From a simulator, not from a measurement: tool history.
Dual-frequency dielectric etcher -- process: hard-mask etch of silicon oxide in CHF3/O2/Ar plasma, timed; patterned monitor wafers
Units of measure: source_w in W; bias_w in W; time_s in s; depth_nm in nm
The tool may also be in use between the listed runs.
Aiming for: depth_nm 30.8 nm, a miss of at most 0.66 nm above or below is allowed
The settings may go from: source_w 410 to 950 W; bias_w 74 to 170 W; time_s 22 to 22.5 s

run    day  source_w  bias_w  time_s  depth_nm
  1      0       680     122      22    38.146
  2  0.129       630     117      22    35.859
  3  0.208       630     125      22    36.973
  4  0.354       580     125      22    35.576
  5  0.488       550     123      22    34.535
  6  0.696       650     123      22    37.084
  7  0.838       610     121      22    35.825
  8  1.079       580     120      22    34.857
  9  1.371       550     119      22     34.24
 10  1.496       530     118      22    33.493
 11  1.646       510     117      22    32.622
 12  1.975       500     117      22    32.041
 13  2.142       490     117      22    31.888
 14    2.3       480     117      22    31.598

Which one of the following 4 next-run settings gets every result inside its allowed miss? There is exactly one.
  A  2.458       480     118      22         ?
  B  2.458       420     138    22.5         ?
  C  2.458       430     119    22.5         ?
  D  2.458       460     125    22.5         ?

move  depth_nm
   A    31.775
   B    32.324
   C    30.858
   D     32.54
A: lands further from the targets than the last run did
B: lands further from the targets than the last run did
C: all results in spec
D: lands further from the targets than the last run did
Go with C: it meets all targets.
